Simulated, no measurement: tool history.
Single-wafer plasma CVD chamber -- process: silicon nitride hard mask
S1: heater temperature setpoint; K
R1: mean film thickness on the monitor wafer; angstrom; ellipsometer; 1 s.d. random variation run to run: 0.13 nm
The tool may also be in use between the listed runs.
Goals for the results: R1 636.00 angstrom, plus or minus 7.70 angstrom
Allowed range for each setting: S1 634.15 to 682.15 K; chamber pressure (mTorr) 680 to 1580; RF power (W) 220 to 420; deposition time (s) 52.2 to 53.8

{"run": 1, "day": 0.0, "S1": 658.15, "chamber pressure (mTorr)": 1130, "RF power (W)": 320, "deposition time (s)": 52.2, "R1": 565.9}
{"run": 2, "day": 0.346, "S1": 658.15, "chamber pressure (mTorr)": 1180, "RF power (W)": 320, "deposition time (s)": 52.2, "R1": 573.37}
{"run": 3, "day": 0.612, "S1": 658.15, "chamber pressure (mTorr)": 1180, "RF power (W)": 360, "deposition time (s)": 52.2, "R1": 605.15}
{"run": 4, "day": 0.808, "S1": 658.15, "chamber pressure (mTorr)": 1200, "RF power (W)": 360, "deposition time (s)": 52.2, "R1": 607.81}
{"run": 5, "day": 0.958, "S1": 658.15, "chamber pressure (mTorr)": 1220, "RF power (W)": 360, "deposition time (s)": 52.2, "R1": 609.16}
{"run": 6, "day": 1.112, "S1": 658.15, "chamber pressure (mTorr)": 1220, "RF power (W)": 360, "deposition time (s)": 52.2, "R1": 606.94}
{"run": 7, "day": 1.479, "S1": 658.15, "chamber pressure (mTorr)": 1250, "RF power (W)": 360, "deposition time (s)": 52.2, "R1": 612.6}
{"run": 8, "day": 1.738, "S1": 658.15, "chamber pressure (mTorr)": 1270, "RF power (W)": 360, "deposition time (s)": 52.2, "R1": 617.23}
{"run": 9, "day": 1.979, "S1": 658.15, "chamber pressure (mTorr)": 1270, "RF power (W)": 360, "deposition time (s)": 52.2, "R1": 616.91}
{"run": 10, "day": 2.179, "S1": 658.15, "chamber pressure (mTorr)": 1290, "RF power (W)": 360, "deposition time (s)": 52.2, "R1": 620.67}
{"run": 11, "day": 2.438, "S1": 658.15, "chamber pressure (mTorr)": 1300, "RF power (W)": 360, "deposition time (s)": 52.2, "R1": 622.73}
{"run": 12, "day": 2.533, "S1": 658.15, "chamber pressure (mTorr)": 1310, "RF power (W)": 360, "deposition time (s)": 52.2, "R1": 625.01}
{"run": 13, "day": 2.771, "S1": 658.15, "chamber pressure (mTorr)": 1320, "RF power (W)": 360, "deposition time (s)": 52.2, "R1": 624.28}
{"run": 14, "day": 2.917, "S1": 658.15, "chamber pressure (mTorr)": 1330, "RF power (W)": 360, "deposition time (s)": 52.2, "R1": 624.95}
{"run": 15, "day": 2.95, "S1": 658.15, "chamber pressure (mTorr)": 1340, "RF power (W)": 360, "deposition time (s)": 52.2, "R1": 628.75}

Exactly one of the 4 candidate moves below puts every result within its allowed miss. Which one?
{"run": "A", "day": 2.983, "S1": 650.15, "chamber pressure (mTorr)": 1420, "RF power (W)": 350, "deposition time (s)": 52.2, "R1": "?"}
{"run": "B", "day": 2.983, "S1": 660.15, "chamber pressure (mTorr)": 1100, "RF power (W)": 380, "deposition time (s)": 53.6, "R1": "?"}
{"run": "C", "day": 2.983, "S1": 658.15, "chamber pressure (mTorr)": 1380, "RF power (W)": 330, "deposition time (s)": 52.9, "R1": "?"}
{"run": "D", "day": 2.983, "S1": 657.15, "chamber pressure (mTorr)": 1320, "RF power (W)": 355, "deposition time (s)": 52.2, "R1": "?"}

move=A R1=633.64
move=B R1=619.58
move=C R1=619.46
move=D R1=621.58
A: meets every target
B: its largest miss is bigger than the last run's
C: its largest miss is bigger than the last run's
D: its largest miss is bigger than the last run's
So the answer is move A, the one that meets all the targets.

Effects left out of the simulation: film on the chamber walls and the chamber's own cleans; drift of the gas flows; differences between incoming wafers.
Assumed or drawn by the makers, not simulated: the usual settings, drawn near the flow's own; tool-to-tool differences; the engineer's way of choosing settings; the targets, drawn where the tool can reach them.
